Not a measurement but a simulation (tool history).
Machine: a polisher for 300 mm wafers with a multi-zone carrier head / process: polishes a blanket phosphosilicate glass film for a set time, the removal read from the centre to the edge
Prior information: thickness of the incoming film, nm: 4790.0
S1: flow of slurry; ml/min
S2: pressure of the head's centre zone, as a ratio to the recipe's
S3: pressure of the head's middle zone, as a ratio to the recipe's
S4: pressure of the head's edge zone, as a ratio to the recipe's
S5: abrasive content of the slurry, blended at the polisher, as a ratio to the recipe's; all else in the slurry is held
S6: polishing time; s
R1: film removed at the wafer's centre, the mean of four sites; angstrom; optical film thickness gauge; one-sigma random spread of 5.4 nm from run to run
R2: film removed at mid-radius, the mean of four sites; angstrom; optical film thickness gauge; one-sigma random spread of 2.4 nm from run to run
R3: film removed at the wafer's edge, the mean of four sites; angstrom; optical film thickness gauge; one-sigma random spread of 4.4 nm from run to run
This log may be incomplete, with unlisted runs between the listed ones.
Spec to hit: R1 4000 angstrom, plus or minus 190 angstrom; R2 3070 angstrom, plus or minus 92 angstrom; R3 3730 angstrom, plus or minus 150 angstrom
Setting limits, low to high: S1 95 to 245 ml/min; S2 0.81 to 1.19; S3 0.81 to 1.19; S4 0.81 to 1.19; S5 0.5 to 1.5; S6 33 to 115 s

{"run": 1, "hour": 0.0, "S1": 155, "S2": 1, "S3": 1, "S4": 1, "S5": 1, "S6": 73, "R1": 3626.1, "R2": 3651.6, "R3": 3723.3}
{"run": 2, "hour": 1.9, "S1": 150, "S2": 1.02, "S3": 0.98, "S4": 1, "S5": 1, "S6": 73, "R1": 3749, "R2": 3561.4, "R3": 3594.6}
{"run": 3, "hour": 4.7, "S1": 150, "S2": 1.05, "S3": 0.98, "S4": 1, "S5": 1, "S6": 73, "R1": 3808.2, "R2": 3542, "R3": 3609.6}
{"run": 4, "hour": 7.8, "S1": 150, "S2": 1.11, "S3": 0.98, "S4": 1, "S5": 1, "S6": 73, "R1": 3984.2, "R2": 3542.3, "R3": 3672}
{"run": 5, "hour": 12.6, "S1": 185, "S2": 1.11, "S3": 0.98, "S4": 1, "S5": 1, "S6": 73, "R1": 4123.2, "R2": 3697.4, "R3": 3816.6}
{"run": 6, "hour": 15.8, "S1": 180, "S2": 1.11, "S3": 0.96, "S4": 1.01, "S5": 1, "S6": 73, "R1": 4126.5, "R2": 3672.2, "R3": 3795.4}
{"run": 7, "hour": 24.0, "S1": 170, "S2": 1.11, "S3": 0.94, "S4": 1.03, "S5": 1, "S6": 73, "R1": 4136.7, "R2": 3503.9, "R3": 3744.9}
{"run": 8, "hour": 30.4, "S1": 165, "S2": 1.1, "S3": 0.93, "S4": 1.05, "S5": 1, "S6": 73, "R1": 4072.8, "R2": 3452.2, "R3": 3865.4}
{"run": 9, "hour": 32.6, "S1": 160, "S2": 1.1, "S3": 0.92, "S4": 1.05, "S5": 1, "S6": 73, "R1": 3999.8, "R2": 3404.7, "R3": 3719.5}
{"run": 10, "hour": 38.4, "S1": 155, "S2": 1.1, "S3": 0.91, "S4": 1.06, "S5": 1, "S6": 73, "R1": 3992.8, "R2": 3381.8, "R3": 3813.9}
{"run": 11, "hour": 43.6, "S1": 150, "S2": 1.11, "S3": 0.9, "S4": 1.06, "S5": 1, "S6": 73, "R1": 3984.9, "R2": 3315.3, "R3": 3793.5}
{"run": 12, "hour": 52.3, "S1": 145, "S2": 1.12, "S3": 0.89, "S4": 1.06, "S5": 1, "S6": 73, "R1": 3967.7, "R2": 3233.5, "R3": 3699.3}
{"run": 13, "hour": 61.3, "S1": 145, "S2": 1.12, "S3": 0.89, "S4": 1.07, "S5": 1, "S6": 73, "R1": 4047.6, "R2": 3263.7, "R3": 3794.5}
{"run": 14, "hour": 66.5, "S1": 140, "S2": 1.12, "S3": 0.89, "S4": 1.07, "S5": 1, "S6": 73, "R1": 3899.4, "R2": 3229.6, "R3": 3675.8}

Which single option among these 5 for the next run brings every result within its allowed miss of target? Just one does.
{"run": "A", "hour": 71.7, "S1": 120, "S2": 1.12, "S3": 0.93, "S4": 1.02, "S5": 1.2, "S6": 71, "R1": "?", "R2": "?", "R3": "?"}
{"run": "B", "hour": 71.7, "S1": 125, "S2": 1.12, "S3": 0.97, "S4": 1.07, "S5": 1.1, "S6": 67, "R1": "?", "R2": "?", "R3": "?"}
{"run": "C", "hour": 71.7, "S1": 135, "S2": 1.14, "S3": 0.84, "S4": 1.13, "S5": 0.95, "S6": 80, "R1": "?", "R2": "?", "R3": "?"}
{"run": "D", "hour": 71.7, "S1": 180, "S2": 1.19, "S3": 0.92, "S4": 1.1, "S5": 0.9, "S6": 68, "R1": "?", "R2": "?", "R3": "?"}
{"run": "E", "hour": 71.7, "S1": 165, "S2": 1.09, "S3": 0.81, "S4": 1.01, "S5": 1.2, "S6": 68, "R1": "?", "R2": "?", "R3": "?"}

move=A R1=3938.3 R2=3434.6 R3=3721.7
move=B R1=3628.4 R2=3271.5 R3=3482.8
move=C R1=4215.2 R2=3306.6 R3=4051.9
move=D R1=3895.7 R2=3128.7 R3=3453
move=E R1=3982.3 R2=3156.5 R3=3742.6
A: its largest miss is bigger than the last run's
B: its largest miss is bigger than the last run's
C: its largest miss is bigger than the last run's
D: gets the furthest-off result to its target, but another result is out of tolerance
E: every result lands within tolerance
E meets every target.

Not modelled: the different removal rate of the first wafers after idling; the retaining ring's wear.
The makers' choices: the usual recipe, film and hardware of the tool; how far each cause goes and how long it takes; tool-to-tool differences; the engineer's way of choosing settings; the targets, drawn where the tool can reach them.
